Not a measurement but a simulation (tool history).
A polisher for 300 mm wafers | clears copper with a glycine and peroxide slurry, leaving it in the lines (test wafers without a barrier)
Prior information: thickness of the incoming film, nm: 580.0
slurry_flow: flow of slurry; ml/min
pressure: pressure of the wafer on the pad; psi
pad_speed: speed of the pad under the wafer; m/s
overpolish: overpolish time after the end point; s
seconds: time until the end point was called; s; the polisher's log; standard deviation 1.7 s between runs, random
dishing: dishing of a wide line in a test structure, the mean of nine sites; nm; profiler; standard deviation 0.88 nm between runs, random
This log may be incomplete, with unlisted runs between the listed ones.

Run 1, hour 0: slurry_flow 170 ml/min, pressure 1.9 psi, pad_speed 1 m/s, overpolish 24 s. Result: seconds 209.23 s, dishing 38.118 nm.
Run 2, hour 4.4: slurry_flow 190 ml/min, pressure 1.9 psi, pad_speed 1 m/s, overpolish 24 s. Result: seconds 197.69 s, dishing 37.947 nm.
Run 3, hour 6.1: slurry_flow 190 ml/min, pressure 1.7 psi, pad_speed 1 m/s, overpolish 24 s. Result: seconds 215.12 s, dishing 35.756 nm.
Run 4, hour 7.2: slurry_flow 190 ml/min, pressure 1.7 psi, pad_speed 1 m/s, overpolish 28 s. Result: seconds 212.3 s, dishing 40.357 nm.
Run 5, hour 9.9: slurry_flow 190 ml/min, pressure 1.5 psi, pad_speed 1 m/s, overpolish 28 s. Result: seconds 229.55 s, dishing 38.948 nm.
At hour 18.1: head pressure recalibrated.
Run 6, hour 18.1: slurry_flow 200 ml/min, pressure 1.8 psi, pad_speed 1.02 m/s, overpolish 27 s. Result: seconds 189.62 s, dishing 41.862 nm.

Run 7 is up next; what results do you expect?
Run 7, hour 25.1: slurry_flow 200 ml/min, pressure 1.8 psi, pad_speed 1.02 m/s, overpolish 27 s. Result: seconds ?, dishing ?.

{"run 7": {"seconds": 183.31, "dishing": 41.4}}
